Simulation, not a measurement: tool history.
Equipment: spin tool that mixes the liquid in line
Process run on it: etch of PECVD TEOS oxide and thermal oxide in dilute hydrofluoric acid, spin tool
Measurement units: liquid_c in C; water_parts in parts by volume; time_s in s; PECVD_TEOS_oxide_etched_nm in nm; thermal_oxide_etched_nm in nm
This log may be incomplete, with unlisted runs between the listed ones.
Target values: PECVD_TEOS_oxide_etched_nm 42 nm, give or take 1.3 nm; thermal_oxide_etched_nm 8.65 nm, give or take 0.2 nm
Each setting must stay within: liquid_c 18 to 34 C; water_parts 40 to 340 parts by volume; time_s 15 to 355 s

run,day,liquid_c,water_parts,time_s,PECVD_TEOS_oxide_etched_nm,thermal_oxide_etched_nm
1,0,26,190,180,21.165,4.4613
2,0.046,27.5,180,180,23.988,4.9726
3,0.075,27.5,180,240,32.566,6.6002
4,0.358,28.5,175,240,34.667,7.069
5,0.525,29.5,175,240,35.648,7.3855
6,0.85,30,175,240,36.755,7.5667
7,0.908,30.5,175,240,37.826,7.5733
8,1.046,30.5,170,240,38.302,7.8699
9,1.15,31,170,240,39.55,8.0572

4 next moves are on the table. One of them brings every result within its allowed miss. Which?
A,1.254,31.5,180,230,?,?
B,1.254,31,185,285,?,?
C,1.254,29,230,355,?,?
D,1.254,30.5,190,265,?,?

move,PECVD_TEOS_oxide_etched_nm,thermal_oxide_etched_nm
A,35.753,7.3751
B,42.095,8.6833
C,37.275,7.6891
D,37.221,7.6779
A: its largest miss is bigger than the last run's
B: all results land within tolerance of their targets
C: its largest miss is bigger than the last run's
D: its largest miss is bigger than the last run's
Move B is the one to make.
